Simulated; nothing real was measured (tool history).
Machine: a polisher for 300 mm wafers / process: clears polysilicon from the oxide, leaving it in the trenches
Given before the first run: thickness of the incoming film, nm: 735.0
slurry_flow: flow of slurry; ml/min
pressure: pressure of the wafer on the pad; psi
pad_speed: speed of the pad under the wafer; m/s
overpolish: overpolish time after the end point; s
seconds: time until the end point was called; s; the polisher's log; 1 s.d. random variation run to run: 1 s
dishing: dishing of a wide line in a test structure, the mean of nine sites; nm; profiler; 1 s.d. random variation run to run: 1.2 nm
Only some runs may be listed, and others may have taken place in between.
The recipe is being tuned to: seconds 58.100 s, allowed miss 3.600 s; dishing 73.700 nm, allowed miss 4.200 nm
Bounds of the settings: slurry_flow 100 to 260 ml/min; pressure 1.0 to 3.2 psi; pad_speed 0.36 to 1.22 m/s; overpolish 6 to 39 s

Run 1, hour 0.0: slurry_flow 165 ml/min, pressure 2.1 psi, pad_speed 0.78 m/s, overpolish 20 s. Result: seconds 84.070 s, dishing 77.246 nm.
Run 2, hour 1.6: slurry_flow 165 ml/min, pressure 1.9 psi, pad_speed 0.78 m/s, overpolish 20 s. Result: seconds 90.109 s, dishing 72.566 nm.
Run 3, hour 8.4: slurry_flow 165 ml/min, pressure 1.7 psi, pad_speed 0.78 m/s, overpolish 20 s. Result: seconds 98.646 s, dishing 72.703 nm.
Run 4, hour 10.9: slurry_flow 165 ml/min, pressure 1.7 psi, pad_speed 0.78 m/s, overpolish 27 s. Result: seconds 100.060 s, dishing 79.968 nm.
At hour 12.9: slurry nozzle cleaned.
Run 5, hour 12.9: slurry_flow 165 ml/min, pressure 1.7 psi, pad_speed 0.78 m/s, overpolish 34 s. Result: seconds 91.559 s, dishing 84.586 nm.
Run 6, hour 18.1: slurry_flow 165 ml/min, pressure 1.7 psi, pad_speed 0.78 m/s, overpolish 39 s. Result: seconds 88.699 s, dishing 85.289 nm.
Run 7, hour 21.1: slurry_flow 165 ml/min, pressure 2.0 psi, pad_speed 0.76 m/s, overpolish 32 s. Result: seconds 78.794 s, dishing 84.433 nm.
Run 8, hour 28.2: slurry_flow 165 ml/min, pressure 2.2 psi, pad_speed 0.76 m/s, overpolish 27 s. Result: seconds 73.503 s, dishing 82.864 nm.
Run 9, hour 35.9: slurry_flow 165 ml/min, pressure 2.2 psi, pad_speed 0.76 m/s, overpolish 27 s. Result: seconds 74.043 s, dishing 83.541 nm.
Run 10, hour 39.4: slurry_flow 165 ml/min, pressure 2.3 psi, pad_speed 0.76 m/s, overpolish 23 s. Result: seconds 69.040 s, dishing 83.470 nm.
Run 11, hour 47.3: slurry_flow 165 ml/min, pressure 2.4 psi, pad_speed 0.76 m/s, overpolish 20 s. Result: seconds 67.703 s, dishing 80.924 nm.
Run 12, hour 50.9: slurry_flow 165 ml/min, pressure 2.5 psi, pad_speed 0.76 m/s, overpolish 17 s. Result: seconds 66.220 s, dishing 77.394 nm.
Run 13, hour 54.0: slurry_flow 165 ml/min, pressure 2.6 psi, pad_speed 0.76 m/s, overpolish 15 s. Result: seconds 61.505 s, dishing 75.479 nm.
Run 14, hour 62.1: slurry_flow 165 ml/min, pressure 2.6 psi, pad_speed 0.76 m/s, overpolish 14 s. Result: seconds 62.843 s, dishing 73.415 nm.

Pick the move, out of 5, that brings all results within their allowed miss; only one does.
Run A, hour 70.2: slurry_flow 180 ml/min, pressure 2.5 psi, pad_speed 0.72 m/s, overpolish 14 s. Result: seconds ?, dishing ?.
Run B, hour 70.2: slurry_flow 205 ml/min, pressure 2.5 psi, pad_speed 0.70 m/s, overpolish 14 s. Result: seconds ?, dishing ?.
Run C, hour 70.2: slurry_flow 165 ml/min, pressure 2.6 psi, pad_speed 0.84 m/s, overpolish 12 s. Result: seconds ?, dishing ?.
Run D, hour 70.2: slurry_flow 135 ml/min, pressure 1.8 psi, pad_speed 0.90 m/s, overpolish 18 s. Result: seconds ?, dishing ?.
Run E, hour 70.2: slurry_flow 155 ml/min, pressure 3.2 psi, pad_speed 0.54 m/s, overpolish 15 s. Result: seconds ?, dishing ?.

move  seconds  dishing
   A   65.655   72.328
   B   66.180   72.105
   C   55.369   72.781
   D   74.646   75.620
   E   70.964   72.082
A: moves away from the targets compared with the last run
B: moves away from the targets compared with the last run
C: in spec on every target
D: moves away from the targets compared with the last run
E: moves away from the targets compared with the last run
Go with C: it meets all targets.

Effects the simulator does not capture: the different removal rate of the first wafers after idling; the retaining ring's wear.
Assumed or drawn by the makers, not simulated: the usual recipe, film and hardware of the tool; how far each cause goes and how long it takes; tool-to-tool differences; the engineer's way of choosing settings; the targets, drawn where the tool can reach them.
